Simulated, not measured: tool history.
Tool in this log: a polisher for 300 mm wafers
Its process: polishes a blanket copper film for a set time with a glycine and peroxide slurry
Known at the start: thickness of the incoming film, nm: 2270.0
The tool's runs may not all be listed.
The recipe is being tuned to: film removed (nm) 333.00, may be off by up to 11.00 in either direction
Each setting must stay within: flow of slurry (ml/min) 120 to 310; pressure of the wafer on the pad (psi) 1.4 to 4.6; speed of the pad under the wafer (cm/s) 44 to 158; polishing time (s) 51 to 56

run    day  flow of slurry (ml/min)  pressure of the wafer on the pad (psi)  speed of the pad under the wafer (cm/s)  polishing time (s)  film removed (nm)
  1  0.000                      200                                     3.0                                      100                  56             302.71
  2  0.212                      200                                     2.6                                      100                  56             271.78
  3  0.496                      160                                     2.6                                      100                  56             267.64
  4  0.575                      205                                     2.6                                      100                  56             271.86
  5  0.833                      205                                     2.1                                      100                  56             231.11
  6  1.050                      205                                     2.8                                      100                  56             291.80
  7  1.217                      205                                     2.9                                      100                  56             300.25
  8  1.550                      205                                     3.0                                      100                  56             309.31
  9  1.908                      205                                     3.1                                      100                  56             316.32
 10  2.238                      205                                     3.1                                      100                  56             321.16
     2.296  -- head pressure recalibrated
 11  2.296                      205                                     3.2                                      100                  56             300.04
 12  2.392                      205                                     3.3                                      100                  56             312.35
 13  2.729                      205                                     3.4                                      100                  56             320.19

5 next moves are on the table. One of them brings every result within its allowed miss. Which?
  A  3.067                      290                                     3.8                                       92                  51                  ?
  B  3.067                      200                                     3.0                                      110                  56                  ?
  C  3.067                      155                                     4.6                                       78                  53                  ?
  D  3.067                      215                                     3.5                                       96                  53                  ?
  E  3.067                      230                                     3.4                                      102                  53                  ?

move  film removed (nm)
   A             311.84
   B             301.52
   C             332.53
   D             302.47
   E             307.08
A: its largest miss is bigger than the last run's
B: its largest miss is bigger than the last run's
C: every result lands within tolerance
D: its largest miss is bigger than the last run's
E: its largest miss is bigger than the last run's
Move C is the one to make.

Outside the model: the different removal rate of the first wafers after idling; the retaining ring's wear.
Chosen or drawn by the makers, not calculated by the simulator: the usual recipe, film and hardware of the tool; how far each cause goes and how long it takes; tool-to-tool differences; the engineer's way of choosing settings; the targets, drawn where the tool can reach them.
